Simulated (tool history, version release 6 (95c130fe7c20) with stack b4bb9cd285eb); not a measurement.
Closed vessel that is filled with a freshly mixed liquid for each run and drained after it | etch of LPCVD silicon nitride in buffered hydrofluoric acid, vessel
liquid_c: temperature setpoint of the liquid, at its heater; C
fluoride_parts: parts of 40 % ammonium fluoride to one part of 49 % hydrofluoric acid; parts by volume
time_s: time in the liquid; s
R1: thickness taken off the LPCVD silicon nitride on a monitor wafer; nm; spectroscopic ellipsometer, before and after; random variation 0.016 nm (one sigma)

Run 1, hour 0.0: liquid_c 20.0 C, fluoride_parts 23.5 parts by volume, time_s 895 s. Result: R1 4.2345 nm.
Run 2, hour 4.6: liquid_c 23.5 C, fluoride_parts 23.5 parts by volume, time_s 895 s. Result: R1 5.1644 nm.
Run 3, hour 13.3: liquid_c 26.5 C, fluoride_parts 23.5 parts by volume, time_s 895 s. Result: R1 6.0837 nm.
Run 4, hour 18.3: liquid_c 28.0 C, fluoride_parts 23.5 parts by volume, time_s 895 s. Result: R1 6.5763 nm.
Run 5, hour 21.1: liquid_c 25.0 C, fluoride_parts 25.5 parts by volume, time_s 890 s. Result: R1 5.2346 nm.
Run 6, hour 28.4: liquid_c 22.5 C, fluoride_parts 26.5 parts by volume, time_s 890 s. Result: R1 4.4612 nm.
Run 7, hour 36.9: liquid_c 21.0 C, fluoride_parts 27.5 parts by volume, time_s 890 s. Result: R1 3.9844 nm.

The next listed run, before its measurement:
At hour 45.2: thermometer replaced.
Run 8, hour 45.2: liquid_c 17.0 C, fluoride_parts 29.5 parts by volume, time_s 885 s. Result: R1 ?.

Run 8 gave R1 2.7541 nm.

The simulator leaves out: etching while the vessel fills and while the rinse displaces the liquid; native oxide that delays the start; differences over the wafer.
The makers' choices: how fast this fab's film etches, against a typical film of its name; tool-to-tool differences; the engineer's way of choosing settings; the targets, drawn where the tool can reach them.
